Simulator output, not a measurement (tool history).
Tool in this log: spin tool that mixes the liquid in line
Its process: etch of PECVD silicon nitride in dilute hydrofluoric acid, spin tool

run	hour	temperature setpoint of the liquid (°C)	parts of water to one part of 49 % hydrofluoric acid (parts by volume)	time under the liquid (s)	thickness taken off the PECVD silicon nitride on a monitor wafer (nm)
1	0	22	90	325	9.8859
2	4.6	22	105	325	8.6968
3	6.2	24	95	325	10.914
4	10.6	21	95	325	8.8249
5	16.7	23.5	85	325	11.625
6	22.6	25	80	325	13.615
7	29.5	25	80	325	13.729
8	31.2	26.5	75	325	16.167
9	32.3	27.5	75	325	17.169
10	38.9	28	75	325	17.739
11	39.7	28.5	75	325	18.516
12	41.3	29	75	325	19.253

Run 13 comes next. What will it give?
13	49.9	29.5	75	325	?

thickness taken off the PECVD silicon nitride on a monitor wafer (nm): 19.51
